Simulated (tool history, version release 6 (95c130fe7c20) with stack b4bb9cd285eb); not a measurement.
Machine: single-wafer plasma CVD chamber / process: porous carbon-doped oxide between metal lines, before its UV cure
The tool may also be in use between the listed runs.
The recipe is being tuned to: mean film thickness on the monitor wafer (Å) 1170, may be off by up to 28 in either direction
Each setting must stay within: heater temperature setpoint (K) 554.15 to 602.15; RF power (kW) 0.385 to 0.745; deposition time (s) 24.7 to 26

| run | day | heater temperature setpoint (K) | RF power (kW) | deposition time (s) | mean film thickness on the monitor wafer (Å) |
|---|---|---|---|---|---|
| 1 | 0 | 578.15 | 0.565 | 26 | 1486.9 |
| 2 | 0.062 | 573.15 | 0.565 | 26 | 1513.3 |
| 3 | 0.129 | 576.15 | 0.535 | 25.8 | 1419.5 |
| 4 | 0.233 | 579.15 | 0.52 | 25.7 | 1340.2 |
| 5 | 0.262 | 579.15 | 0.52 | 26 | 1370 |
| 6 | 0.596 | 582.15 | 0.51 | 26 | 1327.3 |
|  | 0.692 | RF generator calibrated |
| 7 | 0.692 | 585.15 | 0.505 | 26 | 1323.8 |
| 8 | 1.05 | 586.15 | 0.49 | 25.9 | 1270.6 |
| 9 | 1.154 | 588.15 | 0.485 | 25.9 | 1248.4 |
| 10 | 1.392 | 588.15 | 0.485 | 25.9 | 1249 |
| 11 | 1.412 | 590.15 | 0.48 | 25.9 | 1218.5 |
| 12 | 1.667 | 591.15 | 0.48 | 25.9 | 1211.9 |

Below are 4 possible settings for the next run. Only one of them brings all results inside the allowed miss of their targets. Which is it?
| A | 1.921 | 584.15 | 0.465 | 26 | ? |
| B | 1.921 | 572.15 | 0.455 | 26 | ? |
| C | 1.921 | 602.15 | 0.515 | 24.7 | ? |
| D | 1.921 | 595.15 | 0.52 | 26 | ? |

| move | mean film thickness on the monitor wafer (Å) |
|---|---|
| A | 1221 |
| B | 1273.4 |
| C | 1177.6 |
| D | 1292.9 |
A: lands further from the targets than the last run did
B: lands further from the targets than the last run did
C: each result inside its tolerance
D: lands further from the targets than the last run did
Move C is the one to make.

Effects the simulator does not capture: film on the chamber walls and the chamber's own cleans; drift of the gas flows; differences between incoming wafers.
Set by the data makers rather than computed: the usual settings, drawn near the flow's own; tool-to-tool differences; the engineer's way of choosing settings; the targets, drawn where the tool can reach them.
